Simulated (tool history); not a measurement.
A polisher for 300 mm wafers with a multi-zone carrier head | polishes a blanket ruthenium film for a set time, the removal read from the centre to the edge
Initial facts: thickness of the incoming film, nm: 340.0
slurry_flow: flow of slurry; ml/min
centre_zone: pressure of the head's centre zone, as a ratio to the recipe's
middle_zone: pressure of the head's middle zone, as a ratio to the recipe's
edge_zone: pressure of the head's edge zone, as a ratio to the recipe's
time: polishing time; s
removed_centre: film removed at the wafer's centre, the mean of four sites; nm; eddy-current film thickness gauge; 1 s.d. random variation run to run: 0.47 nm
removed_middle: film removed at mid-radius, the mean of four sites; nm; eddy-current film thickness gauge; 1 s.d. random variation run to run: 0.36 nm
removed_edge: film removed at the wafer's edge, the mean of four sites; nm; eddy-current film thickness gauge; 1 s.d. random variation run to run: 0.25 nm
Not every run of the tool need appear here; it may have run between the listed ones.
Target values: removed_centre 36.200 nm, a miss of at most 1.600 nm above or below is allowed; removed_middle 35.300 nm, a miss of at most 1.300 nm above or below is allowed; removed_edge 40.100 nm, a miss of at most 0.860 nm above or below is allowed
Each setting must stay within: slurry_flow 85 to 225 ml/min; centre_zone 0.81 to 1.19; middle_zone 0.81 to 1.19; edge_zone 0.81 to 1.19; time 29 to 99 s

run    day  slurry_flow  centre_zone  middle_zone  edge_zone  time  removed_centre  removed_middle  removed_edge
  1  0.000          145         1.00         1.00       1.00    64          56.060          56.036        54.780
  2  0.133          140         0.98         0.97       0.99    62          51.891          52.731        52.362
  3  0.358          135         0.98         0.95       0.99    60          49.429          49.278        50.385
  4  0.558          135         0.98         0.95       0.99    67          55.875          54.883        56.664
  5  0.638          135         0.98         0.95       0.99    73          61.174          60.588        61.082
  6  0.758          135         1.04         0.95       0.99    73          64.059          59.881        61.711
  7  0.996          130         1.02         0.93       0.98    70          59.602          55.286        58.117
  8  1.358          125         1.00         0.91       0.97    67          55.177          52.874        55.444
  9  1.654          120         0.99         0.90       0.97    64          50.585          48.963        52.248
 10  1.796           85         0.92         0.81       0.88    50          33.537          31.603        36.753
 11  2.058           90         0.92         0.81       0.89    50          34.583          32.388        37.061
 12  2.350          125         0.87         0.82       0.99    51          36.458          36.630        42.593
 13  2.638          120         0.88         0.82       0.98    51          36.700          36.262        42.218
 14  2.850          120         0.88         0.82       0.98    51          38.097          36.281        42.359
 15  3.021          115         0.88         0.82       0.97    51          37.559          35.760        41.703

4 next moves are on the table. One of them brings every result within its allowed miss. Which?
  A  3.192           85         1.02         0.91       1.10    52               ?               ?             ?
  B  3.192          100         0.92         0.86       0.98    50               ?               ?             ?
  C  3.192          140         1.01         0.85       1.04    47               ?               ?             ?
  D  3.192          105         0.90         0.81       1.02    53               ?               ?             ?

move  removed_centre  removed_middle  removed_edge
   A          38.792          36.496        42.508
   B          36.123          35.339        40.008
   C          40.684          35.783        41.043
   D          38.150          36.196        43.680
A: its largest miss is bigger than the last run's
B: every result lands within tolerance
C: its largest miss is bigger than the last run's
D: its largest miss is bigger than the last run's
B is the move that brings every result within its allowed miss.
